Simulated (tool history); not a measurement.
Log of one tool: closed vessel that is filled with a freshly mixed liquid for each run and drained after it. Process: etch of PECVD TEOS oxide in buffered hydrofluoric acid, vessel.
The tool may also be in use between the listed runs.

| run | hour | temperature setpoint of the liquid (°C) | parts of 40 % ammonium fluoride to one part of 49 % hydrofluoric acid (parts by volume) | time in the liquid (s) | thickness taken off the PECVD TEOS oxide on a monitor wafer (angstrom) |
|---|---|---|---|---|---|
| 1 | 0.0 | 24.0 | 24.0 | 100 | 1535.9 |
| 2 | 5.4 | 24.0 | 24.0 | 105 | 1633.6 |
| 3 | 11.4 | 24.0 | 24.0 | 100 | 1553.9 |
| 4 | 18.8 | 22.5 | 24.0 | 100 | 1408.6 |
| 5 | 24.0 | 22.5 | 28.5 | 100 | 1262.7 |
| 6 | 28.3 | 24.5 | 25.5 | 100 | 1524.4 |
| 7 | 37.3 | 24.5 | 25.5 | 100 | 1528.3 |
| 8 | 41.1 | 26.0 | 23.0 | 100 | 1786.5 |

Run 9 comes next. What will it give?
| 9 | 46.9 | 27.0 | 21.5 | 100 | ? |

thickness taken off the PECVD TEOS oxide on a monitor wafer (angstrom): 1955.1

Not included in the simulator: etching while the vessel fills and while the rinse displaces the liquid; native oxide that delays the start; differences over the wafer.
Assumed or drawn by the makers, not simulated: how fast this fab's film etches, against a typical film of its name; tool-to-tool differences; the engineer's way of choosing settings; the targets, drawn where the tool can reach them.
